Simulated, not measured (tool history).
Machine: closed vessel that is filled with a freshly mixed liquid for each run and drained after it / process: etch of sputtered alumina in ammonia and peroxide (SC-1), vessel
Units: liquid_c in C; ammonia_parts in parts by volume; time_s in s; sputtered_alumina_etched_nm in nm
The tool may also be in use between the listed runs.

{"run": 1, "hour": 0.0, "liquid_c": 48.0, "ammonia_parts": 0.45, "time_s": 180, "sputtered_alumina_etched_nm": 7.796}
{"run": 2, "hour": 5.0, "liquid_c": 49.5, "ammonia_parts": 0.45, "time_s": 180, "sputtered_alumina_etched_nm": 8.4725}
{"run": 3, "hour": 11.1, "liquid_c": 49.5, "ammonia_parts": 0.35, "time_s": 180, "sputtered_alumina_etched_nm": 8.3003}
{"run": 4, "hour": 16.5, "liquid_c": 51.0, "ammonia_parts": 0.35, "time_s": 180, "sputtered_alumina_etched_nm": 8.9642}
{"run": 5, "hour": 24.3, "liquid_c": 51.0, "ammonia_parts": 0.25, "time_s": 180, "sputtered_alumina_etched_nm": 8.7093}
{"run": 6, "hour": 31.8, "liquid_c": 52.5, "ammonia_parts": 0.25, "time_s": 180, "sputtered_alumina_etched_nm": 9.3692}
{"hour": 34.9, "done": "thermometer replaced"}
{"run": 7, "hour": 34.9, "liquid_c": 54.0, "ammonia_parts": 0.25, "time_s": 180, "sputtered_alumina_etched_nm": 11.641}
{"run": 8, "hour": 37.5, "liquid_c": 54.5, "ammonia_parts": 0.25, "time_s": 180, "sputtered_alumina_etched_nm": 11.932}
{"run": 9, "hour": 40.4, "liquid_c": 55.0, "ammonia_parts": 0.25, "time_s": 180, "sputtered_alumina_etched_nm": 12.287}
{"run": 10, "hour": 41.2, "liquid_c": 55.5, "ammonia_parts": 0.25, "time_s": 180, "sputtered_alumina_etched_nm": 12.649}
{"run": 11, "hour": 47.0, "liquid_c": 56.0, "ammonia_parts": 0.25, "time_s": 180, "sputtered_alumina_etched_nm": 13.035}
{"run": 12, "hour": 55.9, "liquid_c": 56.5, "ammonia_parts": 0.25, "time_s": 180, "sputtered_alumina_etched_nm": 13.275}
{"run": 13, "hour": 58.1, "liquid_c": 57.0, "ammonia_parts": 0.25, "time_s": 180, "sputtered_alumina_etched_nm": 13.604}
{"run": 14, "hour": 63.7, "liquid_c": 57.5, "ammonia_parts": 0.25, "time_s": 180, "sputtered_alumina_etched_nm": 14.088}
{"run": 15, "hour": 71.0, "liquid_c": 58.0, "ammonia_parts": 0.25, "time_s": 180, "sputtered_alumina_etched_nm": 14.378}

The next listed run, before its measurement:
{"run": 16, "hour": 78.9, "liquid_c": 59.0, "ammonia_parts": 0.25, "time_s": 180, "sputtered_alumina_etched_nm": "?"}

{"run 16": {"sputtered_alumina_etched_nm": 15.125}}

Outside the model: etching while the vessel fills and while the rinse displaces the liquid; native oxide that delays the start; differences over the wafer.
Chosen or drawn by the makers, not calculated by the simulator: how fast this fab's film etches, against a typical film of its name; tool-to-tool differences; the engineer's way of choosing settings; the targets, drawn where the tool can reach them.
